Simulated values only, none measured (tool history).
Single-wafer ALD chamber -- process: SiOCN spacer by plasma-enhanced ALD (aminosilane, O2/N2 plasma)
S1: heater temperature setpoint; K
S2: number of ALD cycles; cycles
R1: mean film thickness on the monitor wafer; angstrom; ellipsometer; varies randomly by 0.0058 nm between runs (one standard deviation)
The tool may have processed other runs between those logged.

run  hour      S1  S2      R1
  1   0.0  683.15  44  26.375
  2   2.4  687.15  43  25.425
  3   5.4  687.15  48  28.407
  4   9.9  695.15  48  27.736
  5  14.1  695.15  53  30.745
  6  19.4  695.15  58  33.477
  7  21.2  698.15  53  30.285

Predict the results of run 8:
  8  23.4  698.15  53   ?

Run 8 gave R1 30.523 angstrom.

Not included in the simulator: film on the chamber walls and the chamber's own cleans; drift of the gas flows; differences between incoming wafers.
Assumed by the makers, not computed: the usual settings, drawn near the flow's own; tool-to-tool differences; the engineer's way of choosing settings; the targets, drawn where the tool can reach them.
